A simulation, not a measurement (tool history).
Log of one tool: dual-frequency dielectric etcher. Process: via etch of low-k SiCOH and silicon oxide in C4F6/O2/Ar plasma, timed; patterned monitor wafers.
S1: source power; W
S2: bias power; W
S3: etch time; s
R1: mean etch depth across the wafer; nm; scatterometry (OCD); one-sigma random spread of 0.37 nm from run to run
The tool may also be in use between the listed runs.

run	day	S1	S2	S3	R1
1	0	350	216	27.5	68.456
2	0.346	350	190	27.5	65.859
3	0.4	350	224	27.5	69.578
4	0.525	350	255	27.5	71.327
5	0.708	330	244	27	67.069
6	1.008	310	242	27	65.214

What does the tool deliver on the next run?
7	1.325	290	240	27	?

R1: 62.138 nm
